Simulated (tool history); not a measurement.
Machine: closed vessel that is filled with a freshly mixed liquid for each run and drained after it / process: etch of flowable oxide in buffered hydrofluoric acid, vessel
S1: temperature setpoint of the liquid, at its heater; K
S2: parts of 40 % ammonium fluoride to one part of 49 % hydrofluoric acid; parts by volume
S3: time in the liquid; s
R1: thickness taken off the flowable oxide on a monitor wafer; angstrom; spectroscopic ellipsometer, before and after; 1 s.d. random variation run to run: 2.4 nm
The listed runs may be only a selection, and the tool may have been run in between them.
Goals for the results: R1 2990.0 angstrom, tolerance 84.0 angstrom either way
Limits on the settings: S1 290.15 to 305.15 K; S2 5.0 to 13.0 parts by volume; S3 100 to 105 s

{"run": 1, "hour": 0.0, "S1": 297.15, "S2": 8.0, "S3": 100, "R1": 3352.5}
{"run": 2, "hour": 4.3, "S1": 296.65, "S2": 8.0, "S3": 100, "R1": 3299.3}
{"run": 3, "hour": 9.9, "S1": 296.65, "S2": 8.0, "S3": 105, "R1": 3406.7}
{"run": 4, "hour": 16.9, "S1": 296.15, "S2": 8.0, "S3": 105, "R1": 3350.4}
{"run": 5, "hour": 19.1, "S1": 295.65, "S2": 8.0, "S3": 105, "R1": 3299.6}
{"run": 6, "hour": 26.5, "S1": 295.65, "S2": 6.5, "S3": 105, "R1": 4001.9}
{"run": 7, "hour": 34.4, "S1": 294.65, "S2": 6.5, "S3": 105, "R1": 3801.3}
{"run": 8, "hour": 35.0, "S1": 293.65, "S2": 6.5, "S3": 105, "R1": 3598.6}

Pick the move, out of 4, that brings all results within their allowed miss; only one does.
{"run": "A", "hour": 35.6, "S1": 292.15, "S2": 7.5, "S3": 100, "R1": "?"}
{"run": "B", "hour": 35.6, "S1": 297.15, "S2": 8.0, "S3": 100, "R1": "?"}
{"run": "C", "hour": 35.6, "S1": 292.15, "S2": 7.0, "S3": 100, "R1": "?"}
{"run": "D", "hour": 35.6, "S1": 294.65, "S2": 7.0, "S3": 100, "R1": "?"}

move=A R1=2779.6
move=B R1=3419.2
move=C R1=2994.6
move=D R1=3443.1
A: pushes the last run's worst result past its target
B: nearer than the last run, and not there yet
C: each result inside its tolerance
D: nearer than the last run, and not there yet
C is the move that brings every result within its allowed miss.

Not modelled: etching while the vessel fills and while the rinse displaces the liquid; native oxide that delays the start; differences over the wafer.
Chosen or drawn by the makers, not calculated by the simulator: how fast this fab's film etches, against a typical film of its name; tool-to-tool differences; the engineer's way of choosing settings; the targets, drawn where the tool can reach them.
